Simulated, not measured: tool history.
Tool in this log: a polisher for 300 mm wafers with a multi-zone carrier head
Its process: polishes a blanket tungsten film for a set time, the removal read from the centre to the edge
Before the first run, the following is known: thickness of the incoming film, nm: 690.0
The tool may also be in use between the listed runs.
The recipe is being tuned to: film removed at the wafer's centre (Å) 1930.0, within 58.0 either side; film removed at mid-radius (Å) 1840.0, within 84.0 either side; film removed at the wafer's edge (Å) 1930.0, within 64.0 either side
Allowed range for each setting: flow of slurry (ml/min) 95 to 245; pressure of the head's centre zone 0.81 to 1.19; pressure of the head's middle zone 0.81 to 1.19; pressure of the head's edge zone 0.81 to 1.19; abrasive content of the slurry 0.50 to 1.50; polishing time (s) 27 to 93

| run | hour | flow of slurry (ml/min) | pressure of the head's centre zone | pressure of the head's middle zone | pressure of the head's edge zone | abrasive content of the slurry | polishing time (s) | film removed at the wafer's centre (Å) | film removed at mid-radius (Å) | film removed at the wafer's edge (Å) |
|---|---|---|---|---|---|---|---|---|---|---|
| 1 | 0.0 | 155 | 1.00 | 1.00 | 1.00 | 1.00 | 59 | 2156.8 | 2206.7 | 2280.3 |
| 2 | 5.3 | 155 | 1.00 | 1.00 | 1.03 | 1.00 | 59 | 2149.2 | 2211.7 | 2293.9 |
| 3 | 9.6 | 150 | 1.00 | 0.99 | 1.01 | 0.95 | 59 | 2086.3 | 2076.8 | 2266.9 |
| 4 | 17.7 | 165 | 1.00 | 0.99 | 1.01 | 0.95 | 59 | 2145.8 | 2247.1 | 2273.4 |
| 5 | 21.1 | 185 | 1.00 | 0.99 | 1.01 | 0.95 | 59 | 2213.2 | 2207.0 | 2294.9 |
| 6 | 22.8 | 215 | 1.00 | 0.99 | 1.01 | 0.95 | 59 | 2276.1 | 2228.8 | 2356.0 |
| 7 | 25.2 | 210 | 1.00 | 0.98 | 0.98 | 0.90 | 59 | 2245.5 | 2148.9 | 2261.1 |
| 8 | 33.5 | 200 | 0.99 | 0.97 | 0.96 | 0.90 | 59 | 2157.3 | 2197.1 | 2207.8 |
| 9 | 41.5 | 195 | 0.99 | 0.95 | 0.95 | 0.85 | 59 | 2117.7 | 2068.7 | 2184.9 |
| 10 | 48.3 | 190 | 0.99 | 0.94 | 0.93 | 0.85 | 59 | 2155.6 | 2086.7 | 2108.9 |
| 11 | 49.7 | 185 | 0.98 | 0.93 | 0.93 | 0.85 | 59 | 2076.3 | 2035.0 | 2141.1 |
|  | 52.1 | edge zone pressure recalibrated |
| 12 | 52.1 | 180 | 0.98 | 0.92 | 0.92 | 0.85 | 59 | 2097.7 | 1964.6 | 2051.1 |
| 13 | 56.1 | 175 | 0.98 | 0.92 | 0.92 | 0.85 | 59 | 2028.6 | 1993.8 | 2061.1 |
| 14 | 61.2 | 155 | 0.99 | 0.86 | 0.85 | 0.75 | 59 | 1972.0 | 1772.6 | 1852.3 |

Which of these 5 next moves meets every target?
| A | 66.3 | 150 | 1.02 | 0.97 | 0.81 | 0.85 | 54 | ? | ? | ? |
| B | 66.3 | 155 | 1.15 | 1.00 | 0.81 | 0.70 | 56 | ? | ? | ? |
| C | 66.3 | 155 | 1.13 | 0.91 | 0.81 | 0.70 | 58 | ? | ? | ? |
| D | 66.3 | 110 | 0.97 | 0.89 | 0.85 | 0.85 | 62 | ? | ? | ? |
| E | 66.3 | 140 | 1.09 | 0.90 | 0.81 | 0.75 | 60 | ? | ? | ? |

| move | film removed at the wafer's centre (Å) | film removed at mid-radius (Å) | film removed at the wafer's edge (Å) |
|---|---|---|---|
| A | 1893.2 | 1837.7 | 1685.7 |
| B | 1992.6 | 1820.5 | 1624.7 |
| C | 2036.7 | 1742.4 | 1684.7 |
| D | 1918.5 | 1815.7 | 1873.3 |
| E | 2061.5 | 1798.5 | 1765.9 |
A: the biggest miss grows against the last run
B: the biggest miss grows against the last run
C: the biggest miss grows against the last run
D: all results in spec
E: the biggest miss grows against the last run
Move D is the one to make.

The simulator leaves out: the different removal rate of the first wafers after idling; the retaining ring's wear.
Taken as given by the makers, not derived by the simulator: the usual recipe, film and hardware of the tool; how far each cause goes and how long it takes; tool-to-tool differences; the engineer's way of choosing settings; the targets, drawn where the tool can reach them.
